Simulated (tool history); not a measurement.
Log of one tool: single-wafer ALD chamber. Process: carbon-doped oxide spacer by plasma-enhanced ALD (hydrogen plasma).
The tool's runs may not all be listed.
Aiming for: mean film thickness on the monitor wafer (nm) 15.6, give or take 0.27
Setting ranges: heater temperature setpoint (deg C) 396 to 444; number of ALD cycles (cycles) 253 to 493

| run | hour | heater temperature setpoint (deg C) | number of ALD cycles (cycles) | mean film thickness on the monitor wafer (nm) |
|---|---|---|---|---|
| 1 | 0 | 420 | 373 | 17.459 |
| 2 | 4.8 | 423 | 368 | 17.041 |
| 3 | 6.9 | 418 | 368 | 17.348 |
| 4 | 10.5 | 421 | 364 | 17.109 |
| 5 | 11.8 | 421 | 319 | 14.956 |
| 6 | 20 | 420 | 320 | 15.189 |
| 7 | 21.8 | 419 | 321 | 15.305 |
| 8 | 22.6 | 418 | 321 | 15.137 |
| 9 | 26.4 | 418 | 323 | 15.394 |
| 10 | 31.5 | 418 | 323 | 15.353 |

Of the 5 settings listed for the next run, only one would bring every result within its allowed miss of target. Which one?
| A | 36.6 | 420 | 321 | ? |
| B | 36.6 | 416 | 315 | ? |
| C | 36.6 | 415 | 325 | ? |
| D | 36.6 | 415 | 313 | ? |
| E | 36.6 | 422 | 321 | ? |

| move | mean film thickness on the monitor wafer (nm) |
|---|---|
| A | 15.176 |
| B | 15.109 |
| C | 15.645 |
| D | 15.067 |
| E | 15.066 |
A: its largest miss is bigger than the last run's
B: its largest miss is bigger than the last run's
C: every result within its allowed miss
D: its largest miss is bigger than the last run's
E: its largest miss is bigger than the last run's
Correct choice: C, which meets every target

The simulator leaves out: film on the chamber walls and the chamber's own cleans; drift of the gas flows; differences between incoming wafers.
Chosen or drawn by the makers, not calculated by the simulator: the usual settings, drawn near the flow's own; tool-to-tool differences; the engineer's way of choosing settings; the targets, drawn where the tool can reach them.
